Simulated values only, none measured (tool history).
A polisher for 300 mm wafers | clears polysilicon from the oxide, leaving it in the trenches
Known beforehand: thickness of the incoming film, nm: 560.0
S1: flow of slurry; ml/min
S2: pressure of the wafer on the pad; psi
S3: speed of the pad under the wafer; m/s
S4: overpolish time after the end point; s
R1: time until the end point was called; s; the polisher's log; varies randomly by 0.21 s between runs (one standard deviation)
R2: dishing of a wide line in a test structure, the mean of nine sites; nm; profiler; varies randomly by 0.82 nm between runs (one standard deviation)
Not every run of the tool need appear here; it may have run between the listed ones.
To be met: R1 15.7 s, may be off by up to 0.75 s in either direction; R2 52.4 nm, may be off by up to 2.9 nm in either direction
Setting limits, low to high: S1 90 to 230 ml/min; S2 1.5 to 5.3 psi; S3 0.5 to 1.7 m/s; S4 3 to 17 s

run,day,S1,S2,S3,S4,R1,R2
1,0,150,3.4,1.1,9,30.184,48.407
2,0.121,150,3.4,1.1,7,29.393,47.011
3,0.3,150,3.4,1.1,6,29.791,46.201
4,0.667,150,3.4,1.1,4,30.086,37.425
5,0.833,150,3.7,1.12,5,27.807,44.721
6,1.104,150,3.7,0.94,5,32.149,42.102
7,1.167,150,3.9,1,5,28.664,41.614
8,1.404,150,4.1,1.04,5,26.167,43.776
9,1.704,150,4.3,1.06,5,24.762,45.577
10,1.958,150,4.3,1.06,5,24.787,44.281
11,2.129,150,4.4,1.1,5,23.712,47.95
12,2.446,160,4.5,1.12,5,21.716,46.263
13,2.742,165,4.6,1.12,5,21.944,46.865
14,3.1,165,4.6,1.12,5,21.57,47.047

Which single option among these 5 for the next run brings every result within its allowed miss of target? Just one does.
A,3.458,130,4.3,1.06,8,?,?
B,3.458,165,5,1.42,6,?,?
C,3.458,150,4.5,1.26,9,?,?
D,3.458,125,4.8,1.32,4,?,?
E,3.458,135,4.1,1.06,5,?,?

move,R1,R2
A,25.727,50.724
B,15.941,51.847
C,20.201,52.452
D,18.835,46.776
E,26.729,44.959
A: its largest miss is bigger than the last run's
B: hits every target within its allowed miss
C: better than the last run, though not everything is in spec
D: better than the last run, though not everything is in spec
E: its largest miss is bigger than the last run's
B is the move that brings every result within its allowed miss.
